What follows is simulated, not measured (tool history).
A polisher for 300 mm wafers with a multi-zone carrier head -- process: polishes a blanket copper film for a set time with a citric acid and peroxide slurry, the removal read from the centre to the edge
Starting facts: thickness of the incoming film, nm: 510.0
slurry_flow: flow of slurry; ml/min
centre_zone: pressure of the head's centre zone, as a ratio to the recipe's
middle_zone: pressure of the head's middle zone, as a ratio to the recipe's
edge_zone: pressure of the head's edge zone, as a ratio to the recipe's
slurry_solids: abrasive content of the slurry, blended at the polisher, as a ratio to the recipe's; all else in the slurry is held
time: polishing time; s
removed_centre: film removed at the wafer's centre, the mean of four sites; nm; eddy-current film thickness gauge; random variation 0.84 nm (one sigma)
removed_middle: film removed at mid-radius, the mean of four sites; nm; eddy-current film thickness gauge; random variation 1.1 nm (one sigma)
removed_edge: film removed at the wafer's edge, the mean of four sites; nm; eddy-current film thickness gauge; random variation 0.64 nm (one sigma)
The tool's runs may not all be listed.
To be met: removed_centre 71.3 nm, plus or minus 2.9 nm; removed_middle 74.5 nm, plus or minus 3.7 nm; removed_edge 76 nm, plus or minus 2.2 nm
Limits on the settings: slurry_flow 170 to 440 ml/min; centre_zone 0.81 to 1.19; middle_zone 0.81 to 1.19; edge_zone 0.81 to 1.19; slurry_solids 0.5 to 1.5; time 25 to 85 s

| run | hour | slurry_flow | centre_zone | middle_zone | edge_zone | slurry_solids | time | removed_centre | removed_middle | removed_edge |
|---|---|---|---|---|---|---|---|---|---|---|
| 1 | 0 | 280 | 1 | 1 | 1 | 1 | 55 | 96.915 | 96.458 | 99.033 |
| 2 | 0.9 | 280 | 1 | 1 | 1 | 1 | 62 | 109.17 | 109.5 | 112.07 |
| 3 | 8.4 | 280 | 0.95 | 1 | 1 | 1 | 62 | 102.29 | 107.22 | 112.28 |
| 4 | 11.8 | 280 | 0.95 | 1 | 0.98 | 0.95 | 60 | 101.37 | 100.86 | 106.04 |
| 5 | 13.2 | 280 | 0.95 | 1.07 | 0.98 | 0.95 | 60 | 99.393 | 104.73 | 104.94 |
| 6 | 14.4 | 245 | 0.95 | 1.07 | 0.98 | 0.95 | 60 | 99.79 | 103.67 | 106.09 |
|  | 18.3 | edge zone pressure recalibrated |
| 7 | 18.3 | 250 | 0.94 | 1.08 | 0.97 | 0.9 | 58 | 91.54 | 100.82 | 96.554 |
| 8 | 23.8 | 250 | 0.93 | 1.04 | 0.96 | 0.85 | 58 | 90.651 | 95.547 | 94.28 |
| 9 | 28.7 | 245 | 0.91 | 1.02 | 0.96 | 0.8 | 58 | 87.797 | 94.055 | 91.868 |
| 10 | 36.5 | 240 | 0.9 | 0.99 | 0.96 | 0.75 | 57 | 82.535 | 90.558 | 88.86 |

5 next moves are on the table. One of them brings every result within its allowed miss. Which?
| A | 44.3 | 220 | 0.89 | 0.92 | 0.93 | 0.65 | 52 | ? | ? | ? |
| B | 44.3 | 210 | 1.13 | 0.88 | 0.94 | 1 | 45 | ? | ? | ? |
| C | 44.3 | 355 | 1.18 | 0.85 | 0.96 | 1.05 | 46 | ? | ? | ? |
| D | 44.3 | 225 | 0.87 | 1.15 | 0.89 | 0.6 | 58 | ? | ? | ? |
| E | 44.3 | 300 | 0.97 | 1.08 | 0.88 | 0.5 | 52 | ? | ? | ? |

| move | removed_centre | removed_middle | removed_edge |
|---|---|---|---|
| A | 70.555 | 76.207 | 76.767 |
| B | 84.677 | 72.272 | 74.962 |
| C | 97.8 | 78.406 | 82.224 |
| D | 75.67 | 93.198 | 81.994 |
| E | 73.479 | 79.15 | 71.032 |
A: every result lands within tolerance
B: gets the furthest-off result to its target, but another result is out of tolerance
C: its largest miss is bigger than the last run's
D: moves toward the targets from the last run without getting all of them in spec
E: takes the biggest miss from the last run beyond its target
A is the move that brings every result within its allowed miss.

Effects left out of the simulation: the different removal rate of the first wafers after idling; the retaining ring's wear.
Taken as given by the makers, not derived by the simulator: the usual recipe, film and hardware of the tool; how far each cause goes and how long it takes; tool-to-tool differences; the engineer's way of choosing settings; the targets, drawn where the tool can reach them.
